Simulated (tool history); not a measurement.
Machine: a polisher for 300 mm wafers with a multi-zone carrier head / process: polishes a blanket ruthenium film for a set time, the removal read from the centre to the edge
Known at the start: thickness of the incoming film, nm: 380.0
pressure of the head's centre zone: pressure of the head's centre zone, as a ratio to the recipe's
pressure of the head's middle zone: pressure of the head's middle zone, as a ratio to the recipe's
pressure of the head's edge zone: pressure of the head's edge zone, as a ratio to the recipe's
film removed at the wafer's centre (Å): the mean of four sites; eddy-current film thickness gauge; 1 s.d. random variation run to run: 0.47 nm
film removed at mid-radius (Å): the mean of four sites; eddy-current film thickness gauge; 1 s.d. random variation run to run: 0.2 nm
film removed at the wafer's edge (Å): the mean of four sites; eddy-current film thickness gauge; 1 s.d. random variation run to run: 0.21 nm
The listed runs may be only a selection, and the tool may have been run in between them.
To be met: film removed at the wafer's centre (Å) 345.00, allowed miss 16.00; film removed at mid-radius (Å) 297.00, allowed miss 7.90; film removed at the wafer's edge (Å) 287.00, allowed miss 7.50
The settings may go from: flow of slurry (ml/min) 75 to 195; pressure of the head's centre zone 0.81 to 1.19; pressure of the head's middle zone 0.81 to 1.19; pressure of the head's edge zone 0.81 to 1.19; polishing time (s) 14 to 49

run  hour  flow of slurry (ml/min)  pressure of the head's centre zone  pressure of the head's middle zone  pressure of the head's edge zone  polishing time (s)  film removed at the wafer's centre (Å)  film removed at mid-radius (Å)  film removed at the wafer's edge (Å)
  1   0.0                      125                                1.00                                1.00                              1.00                  31                                  477.66                          463.82                                470.63
  2   6.1                      125                                1.03                                1.00                              1.00                  31                                  483.32                          465.33                                471.71
  3   7.9                      125                                1.04                                0.99                              0.98                  29                                  457.47                          424.81                                434.86
  4  10.0                      125                                1.04                                0.99                              0.90                  29                                  453.44                          429.04                                417.76
  5  12.8                      125                                1.04                                1.07                              0.90                  29                                  456.63                          458.89                                421.82
  6  18.9                      125                                1.05                                1.06                              0.89                  28                                  438.27                          444.92                                401.82
  7  24.3                      120                                1.06                                1.04                              0.88                  27                                  430.56                          409.81                                382.47
  8  31.3                      120                                1.06                                1.03                              0.87                  26                                  411.78                          397.73                                368.77
  9  35.7                      115                                1.07                                1.02                              0.86                  25                                  389.25                          371.79                                349.78
 10  43.9                      110                                1.08                                1.02                              0.85                  25                                  392.89                          370.58                                343.09

Which single option among these 5 for the next run brings every result within its allowed miss of target? Just one does.
  A  52.1                      105                                1.06                                1.03                              0.81                  20                                       ?                               ?                                     ?
  B  52.1                       95                                1.14                                0.98                              0.84                  21                                       ?                               ?                                     ?
  C  52.1                      100                                1.19                                0.94                              0.81                  20                                       ?                               ?                                     ?
  D  52.1                      155                                1.19                                0.95                              0.85                  20                                       ?                               ?                                     ?
  E  52.1                      110                                1.18                                1.02                              0.83                  20                                       ?                               ?                                     ?

move  film removed at the wafer's centre (Å)  film removed at mid-radius (Å)  film removed at the wafer's edge (Å)
   A                                  307.51                          299.48                                268.76
   B                                  339.94                          295.77                                283.27
   C                                  341.73                          274.60                                267.41
   D                                  372.04                          298.58                                287.88
   E                                  345.88                          299.35                                273.28
A: gets the furthest-off result to its target, but another result is out of tolerance
B: meets every target
C: pushes the last run's worst result past its target
D: gets the furthest-off result to its target, but another result is out of tolerance
E: gets the furthest-off result to its target, but another result is out of tolerance
Go with B: it meets all targets.
